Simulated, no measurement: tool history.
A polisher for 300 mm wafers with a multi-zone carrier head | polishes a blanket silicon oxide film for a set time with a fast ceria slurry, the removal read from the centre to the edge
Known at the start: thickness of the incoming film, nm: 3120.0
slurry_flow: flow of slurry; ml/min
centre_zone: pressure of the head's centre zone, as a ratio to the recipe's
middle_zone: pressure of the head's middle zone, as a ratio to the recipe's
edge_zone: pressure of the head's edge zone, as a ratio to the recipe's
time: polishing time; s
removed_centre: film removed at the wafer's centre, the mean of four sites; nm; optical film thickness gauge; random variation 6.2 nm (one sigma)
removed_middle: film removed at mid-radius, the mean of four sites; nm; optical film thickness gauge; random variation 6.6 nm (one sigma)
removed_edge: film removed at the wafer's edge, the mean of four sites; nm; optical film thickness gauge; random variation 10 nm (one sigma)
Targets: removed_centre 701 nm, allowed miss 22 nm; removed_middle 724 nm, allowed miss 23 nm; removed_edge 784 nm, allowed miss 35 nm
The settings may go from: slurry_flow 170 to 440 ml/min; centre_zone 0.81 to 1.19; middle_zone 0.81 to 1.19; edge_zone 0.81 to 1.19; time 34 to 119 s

run  hour  slurry_flow  centre_zone  middle_zone  edge_zone  time  removed_centre  removed_middle  removed_edge
  1     0          280            1            1          1    76             966          947.28        994.37
  2   5.9          275         0.98         0.98       0.98    74          924.41          903.71        962.27
  3  10.7          315         0.98         0.98       0.98    74          956.66          918.28        971.46
  4  16.8          315         0.91         0.98       0.98    74          861.82          925.62        963.82
  5  24.3          315         0.91         0.98       1.06    74          899.28          922.53        984.12
  6  30.6          380         0.91         0.98       1.06    74          904.14          940.66          1008
  7    33          375         0.91         0.97       1.04    72          873.58          899.43        979.44
  8  35.8          375         0.91         0.97       1.04    72          881.41          918.38        991.54
  9  41.1          355         0.91         0.96       1.02    70          848.09          863.21        946.38
 10  47.7          345         0.91         0.96          1    69          833.61           841.3        922.29
 11  50.3          335          0.9         0.96       0.98    68          798.18             836        917.81
 12  56.3          325         0.91         0.96       0.97    66          787.07          817.04        875.38
 13  64.4          320         0.91         0.95       0.96    65          769.23          805.19        839.58
 14    66          315          0.9         0.93       0.96    65          766.13          787.85        863.11
 15  70.4          295         0.87         0.91       0.86    59          670.14          698.17        731.02

5 next moves are on the table. One of them brings every result within its allowed miss. Which?
  A  74.8          265         0.87         1.03       0.81    57               ?               ?             ?
  B  74.8          320         0.86          0.9       0.85    62               ?               ?             ?
  C  74.8          305         0.96         0.97       0.81    54               ?               ?             ?
  D  74.8          360            1         0.91       0.86    55               ?               ?             ?
  E  74.8          330         1.01         1.03       0.81    52               ?               ?             ?

move  removed_centre  removed_middle  removed_edge
   A          639.35             735           698
   B          701.61          733.48        782.84
   C          673.62           673.5        668.89
   D          723.75          662.32        702.31
   E          685.69          684.41        647.16
A: further off than the last run
B: meets every target
C: further off than the last run
D: further off than the last run
E: further off than the last run
The right move is B.
